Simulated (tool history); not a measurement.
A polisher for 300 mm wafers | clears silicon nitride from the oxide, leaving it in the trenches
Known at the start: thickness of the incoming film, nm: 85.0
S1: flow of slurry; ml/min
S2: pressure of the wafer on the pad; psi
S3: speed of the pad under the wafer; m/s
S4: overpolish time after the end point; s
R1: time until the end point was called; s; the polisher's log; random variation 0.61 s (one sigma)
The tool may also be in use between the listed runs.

run 1 hour=0 | S1=165 S2=3.4 S3=0.9 S4=38 | R1=77.574
run 2 hour=8.1 | S1=165 S2=3.4 S3=0.9 S4=41 | R1=78.264
run 3 hour=12.7 | S1=165 S2=2.8 S3=0.9 S4=41 | R1=91.462
run 4 hour=19.5 | S1=165 S2=2.8 S3=1.08 S4=41 | R1=80.65
run 5 hour=23.3 | S1=165 S2=3 S3=1.08 S4=41 | R1=77.063
run 6 hour=26.2 | S1=195 S2=3 S3=1.08 S4=41 | R1=75.017
run 7 hour=27.8 | S1=200 S2=4 S3=1.12 S4=41 | R1=54.155
run 8 hour=31.7 | S1=200 S2=4.1 S3=1.12 S4=41 | R1=53.71
run 9 hour=37.5 | S1=200 S2=4.2 S3=1.12 S4=41 | R1=53.073

The next listed run, before its measurement:
run 10 hour=39.1 | S1=200 S2=4.3 S3=1.12 S4=41 | R1=?

Run 10 gave R1 52.112 s.
